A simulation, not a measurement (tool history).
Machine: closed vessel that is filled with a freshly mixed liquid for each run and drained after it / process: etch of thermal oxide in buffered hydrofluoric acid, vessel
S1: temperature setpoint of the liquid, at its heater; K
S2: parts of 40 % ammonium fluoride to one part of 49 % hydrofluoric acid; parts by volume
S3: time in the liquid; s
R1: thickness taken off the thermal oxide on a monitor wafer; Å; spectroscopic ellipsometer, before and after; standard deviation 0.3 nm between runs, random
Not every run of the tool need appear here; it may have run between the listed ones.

run 1 hour=0 | S1=296.15 S2=12 S3=95 | R1=841.72
run 2 hour=2.5 | S1=295.65 S2=12 S3=95 | R1=824.06
run 3 hour=6.2 | S1=295.65 S2=10.5 S3=95 | R1=935.47
run 4 hour=11.4 | S1=294.65 S2=10.5 S3=95 | R1=882.28
run 5 hour=17.6 | S1=294.15 S2=10.5 S3=95 | R1=864.85
run 6 hour=26.9 | S1=293.65 S2=10.5 S3=95 | R1=841.23

Estimate the outcome of run 7 from the log above:
run 7 hour=31.6 | S1=293.15 S2=10.5 S3=95 | R1=?

{"run 7": {"R1": 814.02}}
